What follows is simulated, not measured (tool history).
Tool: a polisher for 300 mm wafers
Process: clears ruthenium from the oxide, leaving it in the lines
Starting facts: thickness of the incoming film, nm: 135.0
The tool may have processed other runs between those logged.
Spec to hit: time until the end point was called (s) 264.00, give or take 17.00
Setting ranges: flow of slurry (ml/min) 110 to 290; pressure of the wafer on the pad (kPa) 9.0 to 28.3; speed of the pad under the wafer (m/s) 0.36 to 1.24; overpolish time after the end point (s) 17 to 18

run,hour,flow of slurry (ml/min),pressure of the wafer on the pad (kPa),speed of the pad under the wafer (m/s),overpolish time after the end point (s),time until the end point was called (s)
1,0.0,185,18.6,0.80,17,134.90
2,8.4,185,17.2,0.78,17,148.07
3,11.3,220,17.2,0.78,17,146.51
4,18.3,220,17.2,0.78,18,141.93
5,20.7,220,17.2,0.88,18,130.10
6,22.9,220,15.9,0.84,18,142.27
7,29.9,220,14.5,0.80,18,164.49
8,36.2,220,13.8,0.78,18,169.47
9,43.5,210,9.0,0.56,18,336.67
10,49.2,210,9.7,0.56,18,315.93
11,51.4,210,10.3,0.56,18,285.74

5 next moves are on the table. One of them brings every result within its allowed miss. Which?
A,53.6,195,11.7,0.66,18,?
B,53.6,210,12.4,0.50,18,?
C,53.6,190,11.7,0.68,17,?
D,53.6,220,11.7,0.64,18,?
E,53.6,205,11.7,0.68,17,?

move,time until the end point was called (s)
A,241.14
B,270.54
C,237.19
D,242.16
E,234.59
A: moves the result that the last run missed by most past its target, out the other side
B: each result inside its tolerance
C: moves the result that the last run missed by most past its target, out the other side
D: moves the result that the last run missed by most past its target, out the other side
E: moves the result that the last run missed by most past its target, out the other side
B meets every target.
